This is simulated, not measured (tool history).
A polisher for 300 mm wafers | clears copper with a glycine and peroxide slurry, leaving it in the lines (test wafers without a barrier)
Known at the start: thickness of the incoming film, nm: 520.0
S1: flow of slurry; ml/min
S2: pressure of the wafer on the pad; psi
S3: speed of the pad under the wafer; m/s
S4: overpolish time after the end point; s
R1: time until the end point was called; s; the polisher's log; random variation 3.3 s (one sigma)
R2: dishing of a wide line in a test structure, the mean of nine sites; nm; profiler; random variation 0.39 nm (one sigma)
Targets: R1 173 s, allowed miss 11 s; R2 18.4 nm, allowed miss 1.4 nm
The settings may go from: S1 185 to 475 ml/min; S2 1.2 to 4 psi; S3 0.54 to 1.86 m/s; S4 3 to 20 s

run,hour,S1,S2,S3,S4,R1,R2
1,0,305,2.6,1.18,10,103.94,24.676
2,1.1,305,3.2,1.18,10,89.914,26.163
3,10.1,305,2.9,1.12,10,99.895,24.205
4,12.5,305,2.6,1.08,10,112.17,23.314
5,17.4,340,2.6,1.08,10,111.06,23.662
6,26.2,340,3.1,1.08,10,94.084,26.072
7,32.6,335,2.8,1.06,10,108.37,24.716
8,35.6,335,2.6,1.04,10,114.97,23.54
9,38.7,335,2.4,1.02,10,124.78,23.522
10,43.7,335,2.3,1,10,127.66,21.786
11,46,335,2.1,0.98,10,137.87,20.728
12,53.8,335,2,0.96,10,144.19,20.282
13,57.5,335,1.9,0.96,10,155.23,20.257

Which of these 5 next moves meets every target?
A,61.2,340,1.8,1,13,?,?
B,61.2,330,1.9,0.8,13,?,?
C,61.2,350,1.9,0.96,11,?,?
D,61.2,375,1.7,0.88,13,?,?
E,61.2,315,1.9,0.82,10,?,?

move,R1,R2
A,149.39,23.442
B,171.38,21.929
C,148.78,21.336
D,168.67,22.022
E,169.02,18.591
A: further off than the last run
B: brings the result that was furthest off to its target, and leaves another outside
C: further off than the last run
D: brings the result that was furthest off to its target, and leaves another outside
E: meets every target
The right move is E.
